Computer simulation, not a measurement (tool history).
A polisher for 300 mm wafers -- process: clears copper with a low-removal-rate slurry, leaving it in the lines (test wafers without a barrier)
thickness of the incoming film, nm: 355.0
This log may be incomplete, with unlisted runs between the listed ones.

run,hour,flow of slurry (ml/min),pressure of the wafer on the pad (kPa),speed of the pad under the wafer (m/s),abrasive content of the slurry,overpolish time after the end point (s),time until the end point was called (s),dishing of a wide line in a test structure (Å)
1,0.0,250,19.3,1.00,1.0,22,113.70,471.02
2,2.5,250,19.3,1.00,0.8,22,118.42,450.16
3,10.2,250,19.3,0.80,0.8,22,148.18,385.45
4,13.5,250,23.4,0.80,0.8,22,119.36,460.63
5,18.0,250,23.4,0.80,0.7,22,121.98,450.95
6,19.9,250,23.4,0.80,0.7,28,124.45,543.77

For run 7, what comes out?
7,24.0,250,24.8,0.90,0.7,26,?,?

{"run 7": {"time until the end point was called (s)": 105.97, "dishing of a wide line in a test structure (Å)": 593.79}}
